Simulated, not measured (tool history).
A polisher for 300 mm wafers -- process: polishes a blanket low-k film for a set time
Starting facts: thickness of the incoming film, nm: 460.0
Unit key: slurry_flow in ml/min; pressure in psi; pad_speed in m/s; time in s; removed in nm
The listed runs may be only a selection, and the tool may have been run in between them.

run  hour  slurry_flow  pressure  pad_speed  slurry_solids  time  removed
  1     0          220       1.9        1.3              1    53    23.63
  2     4          220         2        1.3              1    53    24.32
  3   8.3          220       2.1        1.3              1    53    24.51
  4  16.9          220       2.2       1.32              1    53   26.398
  5    25          220       2.3       1.32              1    53   27.035
  6  26.2          220       2.4       1.32              1    53   28.204

For run 7, what comes out?
  7  30.3          220       2.5       1.32              1    53        ?

{"run 7": {"removed": 28.623}}
